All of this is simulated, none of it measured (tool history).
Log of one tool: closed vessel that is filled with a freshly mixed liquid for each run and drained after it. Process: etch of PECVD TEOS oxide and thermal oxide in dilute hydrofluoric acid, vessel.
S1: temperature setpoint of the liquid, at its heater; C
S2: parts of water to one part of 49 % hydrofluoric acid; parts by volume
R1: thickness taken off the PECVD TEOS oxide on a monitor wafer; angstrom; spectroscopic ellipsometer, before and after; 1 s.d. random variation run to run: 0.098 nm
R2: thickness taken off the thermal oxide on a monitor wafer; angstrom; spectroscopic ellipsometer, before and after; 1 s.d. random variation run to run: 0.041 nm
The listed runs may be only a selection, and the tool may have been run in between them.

Run 1, day 0: S1 22 C, S2 85 parts by volume, time in the liquid (s) 120. Result: R1 126.43 angstrom, R2 60.473 angstrom.
Run 2, day 0.129: S1 23 C, S2 85 parts by volume, time in the liquid (s) 120. Result: R1 131.73 angstrom, R2 62.933 angstrom.
Run 3, day 0.333: S1 23.5 C, S2 85 parts by volume, time in the liquid (s) 120. Result: R1 133.08 angstrom, R2 64.284 angstrom.
Run 4, day 0.496: S1 24 C, S2 85 parts by volume, time in the liquid (s) 120. Result: R1 137.16 angstrom, R2 65.821 angstrom.
Run 5, day 0.842: S1 24.5 C, S2 85 parts by volume, time in the liquid (s) 120. Result: R1 138.63 angstrom, R2 67.559 angstrom.
Run 6, day 1.121: S1 24.5 C, S2 85 parts by volume, time in the liquid (s) 145. Result: R1 167.54 angstrom, R2 81.04 angstrom.
Run 7, day 1.317: S1 24 C, S2 85 parts by volume, time in the liquid (s) 145. Result: R1 168.02 angstrom, R2 79.87 angstrom.

Estimate the outcome of run 8 from the log above:
Run 8, day 1.362: S1 23 C, S2 85 parts by volume, time in the liquid (s) 145. Result: R1 ?, R2 ?.

Run 8 measured R1 158.77 angstrom, R2 76.079 angstrom.

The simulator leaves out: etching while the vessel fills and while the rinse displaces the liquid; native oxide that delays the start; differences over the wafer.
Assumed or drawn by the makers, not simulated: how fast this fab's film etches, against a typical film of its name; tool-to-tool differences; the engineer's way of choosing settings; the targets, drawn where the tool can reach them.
